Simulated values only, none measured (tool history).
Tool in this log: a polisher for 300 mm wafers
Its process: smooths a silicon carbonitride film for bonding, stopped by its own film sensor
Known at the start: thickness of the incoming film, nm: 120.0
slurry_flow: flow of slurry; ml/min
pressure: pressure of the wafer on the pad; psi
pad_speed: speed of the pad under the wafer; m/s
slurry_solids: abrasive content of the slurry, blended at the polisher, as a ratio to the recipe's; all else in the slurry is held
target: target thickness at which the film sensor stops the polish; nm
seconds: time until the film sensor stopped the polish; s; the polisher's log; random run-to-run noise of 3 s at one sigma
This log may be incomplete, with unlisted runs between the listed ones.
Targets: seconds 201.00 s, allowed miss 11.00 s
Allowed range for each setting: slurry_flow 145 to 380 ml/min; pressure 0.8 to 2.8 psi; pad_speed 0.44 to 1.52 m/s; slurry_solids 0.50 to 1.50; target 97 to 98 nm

run 1 hour=0.0 | slurry_flow=245 pressure=1.8 pad_speed=0.98 slurry_solids=1.00 target=98 | seconds=104.35
run 2 hour=4.1 | slurry_flow=245 pressure=1.6 pad_speed=0.98 slurry_solids=1.00 target=98 | seconds=117.66
run 3 hour=6.6 | slurry_flow=220 pressure=1.6 pad_speed=0.98 slurry_solids=1.00 target=98 | seconds=118.76
run 4 hour=13.3 | slurry_flow=220 pressure=1.5 pad_speed=0.96 slurry_solids=1.00 target=98 | seconds=129.63
run 5 hour=17.9 | slurry_flow=265 pressure=1.5 pad_speed=0.96 slurry_solids=1.00 target=98 | seconds=128.27
run 6 hour=23.0 | slurry_flow=265 pressure=1.4 pad_speed=0.96 slurry_solids=1.00 target=98 | seconds=133.14
run 7 hour=25.8 | slurry_flow=265 pressure=0.9 pad_speed=0.78 slurry_solids=0.95 target=98 | seconds=238.85
run 8 hour=33.4 | slurry_flow=265 pressure=1.0 pad_speed=0.78 slurry_solids=0.95 target=98 | seconds=216.26

Consider the 5 candidate settings below. Which is the only one whose results all fall within their allowed miss of target?
run A hour=41.0 | slurry_flow=260 pressure=1.2 pad_speed=0.70 slurry_solids=0.80 target=97 | seconds=?
run B hour=41.0 | slurry_flow=265 pressure=0.9 pad_speed=0.92 slurry_solids=1.05 target=98 | seconds=?
run C hour=41.0 | slurry_flow=265 pressure=1.0 pad_speed=0.68 slurry_solids=0.95 target=97 | seconds=?
run D hour=41.0 | slurry_flow=210 pressure=1.2 pad_speed=0.70 slurry_solids=0.85 target=97 | seconds=?
run E hour=41.0 | slurry_flow=260 pressure=1.0 pad_speed=0.78 slurry_solids=0.85 target=98 | seconds=?

move=A seconds=219.01
move=B seconds=201.54
move=C seconds=248.45
move=D seconds=220.78
move=E seconds=222.87
A: moves away from the targets compared with the last run
B: every result within its allowed miss
C: moves away from the targets compared with the last run
D: moves away from the targets compared with the last run
E: moves away from the targets compared with the last run
The move that meets every target is B.

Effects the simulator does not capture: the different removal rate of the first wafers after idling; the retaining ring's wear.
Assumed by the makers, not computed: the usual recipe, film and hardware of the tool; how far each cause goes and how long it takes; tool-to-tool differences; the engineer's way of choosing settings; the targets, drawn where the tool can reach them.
